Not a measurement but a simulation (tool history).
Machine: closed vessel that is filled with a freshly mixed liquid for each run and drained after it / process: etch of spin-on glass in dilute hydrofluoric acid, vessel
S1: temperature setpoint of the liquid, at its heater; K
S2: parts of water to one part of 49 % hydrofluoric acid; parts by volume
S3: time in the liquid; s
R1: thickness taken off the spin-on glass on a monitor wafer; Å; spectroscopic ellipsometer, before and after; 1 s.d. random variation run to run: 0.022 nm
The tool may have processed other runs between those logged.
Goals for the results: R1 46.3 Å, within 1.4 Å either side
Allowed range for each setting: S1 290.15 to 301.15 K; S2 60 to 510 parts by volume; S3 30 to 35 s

run,hour,S1,S2,S3,R1
1,0,293.15,285,35,34.209
2,3.8,293.15,285,30,29.452
3,7.8,293.65,280,30,30.758
4,14.2,293.65,270,30,32.019
5,15.9,292.15,270,30,30.199
6,25.3,293.15,270,30,31.671
7,33.6,293.65,265,30,32.764
8,37,294.15,260,30,34.11
9,43.4,294.65,255,30,36.007
10,45.2,295.15,255,30,36.417

Of the 4 settings listed for the next run, only one would bring every result within its allowed miss of target. Which one?
A,47,293.15,225,35,?
B,47,294.65,255,35,?
C,47,294.15,215,35,?
D,47,295.65,230,30,?

move,R1
A,45.986
B,41.801
C,50.495
D,42.232
A: all results land within tolerance of their targets
B: closes in on the targets versus the last run, not all within tolerance yet
C: moves the result that the last run missed by most past its target, out the other side
D: closes in on the targets versus the last run, not all within tolerance yet
The move that meets every target is A.

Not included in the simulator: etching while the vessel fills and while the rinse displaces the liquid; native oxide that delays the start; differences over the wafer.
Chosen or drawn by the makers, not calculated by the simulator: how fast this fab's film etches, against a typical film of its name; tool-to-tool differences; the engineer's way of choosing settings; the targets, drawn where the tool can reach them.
